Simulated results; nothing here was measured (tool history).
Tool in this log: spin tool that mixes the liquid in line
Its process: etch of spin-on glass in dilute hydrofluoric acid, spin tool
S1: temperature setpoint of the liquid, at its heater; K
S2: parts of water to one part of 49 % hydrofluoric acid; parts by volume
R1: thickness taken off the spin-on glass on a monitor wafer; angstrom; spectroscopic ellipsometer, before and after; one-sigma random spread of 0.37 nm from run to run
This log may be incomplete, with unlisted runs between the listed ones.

run 1 day=0 | S1=297.15 S2=275 time_under_the_liquid_(s)=275 | R1=217.8
run 2 day=0.096 | S1=297.15 S2=205 time_under_the_liquid_(s)=275 | R1=311.47
run 3 day=0.35 | S1=299.65 S2=200 time_under_the_liquid_(s)=275 | R1=351.9
run 4 day=0.7 | S1=299.65 S2=280 time_under_the_liquid_(s)=275 | R1=231.45
run 5 day=0.996 | S1=301.15 S2=250 time_under_the_liquid_(s)=275 | R1=282.75
run 6 day=1.067 | S1=298.15 S2=250 time_under_the_liquid_(s)=275 | R1=260.45
run 7 day=1.333 | S1=300.15 S2=230 time_under_the_liquid_(s)=275 | R1=303.42

What will run 8 give?
run 8 day=1.554 | S1=304.15 S2=170 time_under_the_liquid_(s)=275 | R1=?

R1: 510.81 angstrom
